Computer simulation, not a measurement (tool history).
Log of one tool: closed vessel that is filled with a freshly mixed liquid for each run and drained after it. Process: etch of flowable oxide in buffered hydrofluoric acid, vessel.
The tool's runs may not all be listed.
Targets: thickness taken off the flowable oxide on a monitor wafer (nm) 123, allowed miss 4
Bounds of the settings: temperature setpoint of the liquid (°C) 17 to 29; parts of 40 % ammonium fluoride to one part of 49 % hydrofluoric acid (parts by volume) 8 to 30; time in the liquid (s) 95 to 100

| run | day | temperature setpoint of the liquid (°C) | parts of 40 % ammonium fluoride to one part of 49 % hydrofluoric acid (parts by volume) | time in the liquid (s) | thickness taken off the flowable oxide on a monitor wafer (nm) |
|---|---|---|---|---|---|
| 1 | 0 | 21 | 22.5 | 95 | 163.09 |
| 2 | 0.154 | 23 | 22.5 | 95 | 180.87 |
| 3 | 0.196 | 22 | 23 | 95 | 170.31 |
| 4 | 0.571 | 24 | 23 | 95 | 188.61 |
| 5 | 0.779 | 24 | 23 | 100 | 200.31 |
| 6 | 1.1 | 24 | 26 | 100 | 184.27 |
| 7 | 1.425 | 24 | 26 | 100 | 186.4 |
| 8 | 1.717 | 22.5 | 26.5 | 100 | 168.34 |
| 9 | 1.871 | 18.5 | 27.5 | 100 | 130.25 |

Which of these 5 next moves meets every target?
| A | 2.025 | 17 | 26.5 | 95 | ? |
| B | 2.025 | 18.5 | 30 | 100 | ? |
| C | 2.025 | 17 | 28 | 95 | ? |
| D | 2.025 | 17 | 22.5 | 95 | ? |
| E | 2.025 | 17 | 27 | 95 | ? |

| move | thickness taken off the flowable oxide on a monitor wafer (nm) |
|---|---|
| A | 115.52 |
| B | 121.57 |
| C | 111.19 |
| D | 129.38 |
| E | 114.03 |
A: takes the result that was furthest off past its target
B: meets every target
C: takes the result that was furthest off past its target
D: nearer than the last run, and not there yet
E: takes the result that was furthest off past its target
Move B is the one to make.
